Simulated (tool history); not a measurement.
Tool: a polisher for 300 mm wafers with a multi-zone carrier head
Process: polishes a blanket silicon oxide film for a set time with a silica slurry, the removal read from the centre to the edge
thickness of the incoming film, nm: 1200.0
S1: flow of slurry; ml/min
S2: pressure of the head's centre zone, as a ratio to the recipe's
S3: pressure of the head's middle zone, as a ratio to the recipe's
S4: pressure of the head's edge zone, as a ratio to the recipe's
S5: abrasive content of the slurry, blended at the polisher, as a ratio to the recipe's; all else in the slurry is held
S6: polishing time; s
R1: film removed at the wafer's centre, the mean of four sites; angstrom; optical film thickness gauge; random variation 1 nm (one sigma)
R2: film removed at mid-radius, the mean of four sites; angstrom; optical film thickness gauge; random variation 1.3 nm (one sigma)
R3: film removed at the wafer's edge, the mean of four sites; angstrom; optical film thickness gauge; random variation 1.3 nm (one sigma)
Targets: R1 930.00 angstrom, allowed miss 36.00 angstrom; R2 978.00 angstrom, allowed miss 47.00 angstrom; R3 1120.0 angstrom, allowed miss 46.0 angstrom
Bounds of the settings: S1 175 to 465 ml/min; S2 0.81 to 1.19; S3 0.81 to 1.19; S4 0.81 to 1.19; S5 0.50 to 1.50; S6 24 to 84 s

{"run": 1, "hour": 0.0, "S1": 295, "S2": 1.0, "S3": 1.0, "S4": 1.0, "S5": 1.0, "S6": 54, "R1": 2448.0, "R2": 2422.2, "R3": 2440.3}
{"run": 2, "hour": 6.2, "S1": 290, "S2": 0.97, "S3": 0.98, "S4": 1.0, "S5": 0.9, "S6": 49, "R1": 2024.5, "R2": 2058.5, "R3": 2104.8}
{"run": 3, "hour": 9.5, "S1": 285, "S2": 0.95, "S3": 0.96, "S4": 1.0, "S5": 0.85, "S6": 45, "R1": 1769.0, "R2": 1838.5, "R3": 1864.5}
{"run": 4, "hour": 15.4, "S1": 350, "S2": 0.95, "S3": 0.96, "S4": 1.0, "S5": 0.85, "S6": 45, "R1": 1813.6, "R2": 1824.6, "R3": 1859.3}
{"run": 5, "hour": 18.0, "S1": 350, "S2": 0.88, "S3": 0.96, "S4": 1.0, "S5": 0.85, "S6": 45, "R1": 1672.3, "R2": 1795.8, "R3": 1841.2}
{"run": 6, "hour": 24.4, "S1": 350, "S2": 0.82, "S3": 0.96, "S4": 1.0, "S5": 0.85, "S6": 45, "R1": 1564.9, "R2": 1820.6, "R3": 1919.3}
{"run": 7, "hour": 31.5, "S1": 350, "S2": 0.82, "S3": 0.94, "S4": 1.0, "S5": 0.8, "S6": 42, "R1": 1402.2, "R2": 1617.8, "R3": 1700.0}
{"run": 8, "hour": 37.6, "S1": 350, "S2": 0.82, "S3": 0.92, "S4": 1.01, "S5": 0.75, "S6": 40, "R1": 1299.2, "R2": 1430.1, "R3": 1572.0}
{"run": 9, "hour": 45.6, "S1": 345, "S2": 0.82, "S3": 0.91, "S4": 1.0, "S5": 0.7, "S6": 39, "R1": 1179.2, "R2": 1332.2, "R3": 1453.5}
{"run": 10, "hour": 49.1, "S1": 345, "S2": 0.82, "S3": 0.89, "S4": 0.99, "S5": 0.65, "S6": 39, "R1": 1144.4, "R2": 1245.2, "R3": 1385.7}
{"run": 11, "hour": 52.2, "S1": 340, "S2": 0.82, "S3": 0.88, "S4": 0.98, "S5": 0.6, "S6": 39, "R1": 1078.7, "R2": 1172.5, "R3": 1279.6}
{"run": 12, "hour": 56.3, "S1": 330, "S2": 0.82, "S3": 0.87, "S4": 0.98, "S5": 0.6, "S6": 39, "R1": 1068.8, "R2": 1151.0, "R3": 1322.4}
{"run": 13, "hour": 57.6, "S1": 330, "S2": 0.82, "S3": 0.86, "S4": 0.96, "S5": 0.6, "S6": 39, "R1": 1052.9, "R2": 1137.9, "R3": 1287.9}
{"run": 14, "hour": 64.0, "S1": 330, "S2": 0.82, "S3": 0.85, "S4": 0.95, "S5": 0.6, "S6": 39, "R1": 1096.4, "R2": 1138.3, "R3": 1283.1}
{"run": 15, "hour": 65.4, "S1": 325, "S2": 0.82, "S3": 0.85, "S4": 0.95, "S5": 0.6, "S6": 39, "R1": 1078.1, "R2": 1156.3, "R3": 1271.6}
{"run": 16, "hour": 74.1, "S1": 325, "S2": 0.82, "S3": 0.84, "S4": 0.95, "S5": 0.6, "S6": 39, "R1": 1062.7, "R2": 1139.4, "R3": 1273.0}
{"run": 17, "hour": 83.1, "S1": 325, "S2": 0.82, "S3": 0.84, "S4": 0.95, "S5": 0.6, "S6": 39, "R1": 1092.9, "R2": 1113.4, "R3": 1276.9}
{"run": 18, "hour": 87.2, "S1": 320, "S2": 0.82, "S3": 0.84, "S4": 0.95, "S5": 0.6, "S6": 39, "R1": 1076.9, "R2": 1156.4, "R3": 1297.3}

4 next moves are on the table. One of them brings every result within its allowed miss. Which?
{"run": "A", "hour": 91.3, "S1": 315, "S2": 0.85, "S3": 0.81, "S4": 0.91, "S5": 0.55, "S6": 37, "R1": "?", "R2": "?", "R3": "?"}
{"run": "B", "hour": 91.3, "S1": 280, "S2": 0.9, "S3": 0.82, "S4": 0.92, "S5": 0.5, "S6": 40, "R1": "?", "R2": "?", "R3": "?"}
{"run": "C", "hour": 91.3, "S1": 275, "S2": 0.81, "S3": 0.91, "S4": 0.89, "S5": 0.65, "S6": 33, "R1": "?", "R2": "?", "R3": "?"}
{"run": "D", "hour": 91.3, "S1": 270, "S2": 0.86, "S3": 0.89, "S4": 1.07, "S5": 0.6, "S6": 33, "R1": "?", "R2": "?", "R3": "?"}

move=A R1=999.76 R2=996.23 R3=1122.6
move=B R1=1054.60 R2=1002.50 R3=1126.3
move=C R1=946.42 R2=1090.30 R3=1105.7
move=D R1=950.15 R2=1011.30 R3=1141.9
A: nearer than the last run, and not there yet
B: nearer than the last run, and not there yet
C: brings the result that was furthest off to its target, and leaves another outside
D: meets every target
Answer: D
